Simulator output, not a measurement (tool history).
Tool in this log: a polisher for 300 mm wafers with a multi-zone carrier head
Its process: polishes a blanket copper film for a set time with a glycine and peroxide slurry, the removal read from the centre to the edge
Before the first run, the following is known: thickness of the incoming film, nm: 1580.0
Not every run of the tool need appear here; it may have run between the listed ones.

run  hour  flow of slurry (ml/min)  pressure of the head's centre zone  pressure of the head's middle zone  pressure of the head's edge zone  polishing time (s)  film removed at the wafer's centre (angstrom)  film removed at mid-radius (angstrom)  film removed at the wafer's edge (angstrom)
  1   0.0                      270                                1.00                                1.00                              1.00                  74                                         6389.3                                 5953.6                                       6283.8
  2   6.4                      275                                1.02                                1.01                              1.02                  77                                         6547.0                                 6424.3                                       6765.8
  3  14.0                      275                                1.02                                1.01                              1.08                  77                                         6650.3                                 6370.6                                       6839.0
  4  14.8                      280                                1.05                                1.01                              1.07                  80                                         7136.3                                 6736.6                                       7092.9
  5  20.8                      285                                1.07                                1.01                              1.08                  82                                         7286.0                                 6803.5                                       7339.4
  6  24.5                      285                                1.07                                0.98                              1.08                  82                                         7405.8                                 6954.4                                       7345.3
  7  27.4                      285                                1.09                                0.97                              1.09                  84                                         7713.1                                 6783.3                                       7409.6
  8  28.8                      290                                1.11                                0.98                              1.09                  86                                         8015.6                                 7028.2                                       7848.6
  9  31.2                      295                                1.12                                1.00                              1.05                  88                                         8315.7                                 7368.4                                       7798.6
 10  35.2                      300                                1.13                                1.01                              1.06                  89                                         8329.8                                 7615.4                                       7858.9
 11  35.9                      300                                1.14                                1.01                              1.06                  91                                         8694.1                                 7614.6                                       8297.8

Forecast run 12:
 12  38.6                      310                                1.15                                1.02                              1.05                  92                                              ?                                      ?                                            ?

For run 12 the tool returned film removed at the wafer's centre (angstrom) 8912.0, film removed at mid-radius (angstrom) 7923.1, film removed at the wafer's edge (angstrom) 8264.5.
